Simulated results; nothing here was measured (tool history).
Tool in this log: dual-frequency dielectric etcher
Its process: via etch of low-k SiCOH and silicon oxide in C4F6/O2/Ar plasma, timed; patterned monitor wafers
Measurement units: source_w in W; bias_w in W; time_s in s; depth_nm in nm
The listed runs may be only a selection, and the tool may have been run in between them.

{"run": 1, "hour": 0.0, "source_w": 420, "bias_w": 151, "time_s": 64, "depth_nm": 143.39}
{"run": 2, "hour": 1.5, "source_w": 420, "bias_w": 168, "time_s": 64, "depth_nm": 147.85}
{"run": 3, "hour": 4.6, "source_w": 400, "bias_w": 166, "time_s": 64, "depth_nm": 143.64}
{"run": 4, "hour": 11.6, "source_w": 380, "bias_w": 165, "time_s": 64, "depth_nm": 141.14}
{"run": 5, "hour": 20.1, "source_w": 360, "bias_w": 164, "time_s": 64, "depth_nm": 137.47}
{"run": 6, "hour": 20.6, "source_w": 360, "bias_w": 154, "time_s": 64, "depth_nm": 134.55}
{"run": 7, "hour": 22.7, "source_w": 350, "bias_w": 154, "time_s": 64, "depth_nm": 133.23}
{"run": 8, "hour": 23.8, "source_w": 350, "bias_w": 154, "time_s": 64, "depth_nm": 133.66}
{"run": 9, "hour": 31.9, "source_w": 340, "bias_w": 154, "time_s": 64, "depth_nm": 130.55}

Run 10 is up next; what results do you expect?
{"run": 10, "hour": 38.8, "source_w": 320, "bias_w": 153, "time_s": 64, "depth_nm": "?"}

{"run 10": {"depth_nm": 127.77}}
